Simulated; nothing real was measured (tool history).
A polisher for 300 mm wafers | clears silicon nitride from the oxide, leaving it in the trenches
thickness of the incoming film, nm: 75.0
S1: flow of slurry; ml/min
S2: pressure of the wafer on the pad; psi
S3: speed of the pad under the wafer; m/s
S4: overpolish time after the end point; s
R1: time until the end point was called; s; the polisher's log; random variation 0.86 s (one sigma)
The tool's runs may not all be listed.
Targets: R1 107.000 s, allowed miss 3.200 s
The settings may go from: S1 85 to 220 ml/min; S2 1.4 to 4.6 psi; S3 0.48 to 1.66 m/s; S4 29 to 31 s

run  hour   S1   S2    S3  S4       R1
  1   0.0  140  3.0  1.06  29   73.963
  2   4.3  140  3.0  1.06  31   74.305
  3  11.2  135  2.7  1.06  31   79.956
  4  19.5  135  2.7  1.06  29   80.359
  5  25.5  130  2.4  1.06  29   87.183
  6  26.1  130  2.0  1.06  29   97.894
  7  33.5  130  1.9  1.06  29  101.250
  8  36.7  130  1.8  1.06  29  102.600

Which of these 4 next moves meets every target?
  A  39.9  115  1.8  0.92  29   ?
  B  39.9  130  2.0  0.82  29   ?
  C  39.9  115  1.6  1.06  29   ?
  D  39.9  110  2.2  0.88  29   ?

move       R1
   A  114.770
   B  111.930
   C  112.710
   D  105.770
A: takes the result that was furthest off past its target
B: takes the result that was furthest off past its target
C: takes the result that was furthest off past its target
D: meets every target
The right move is D.
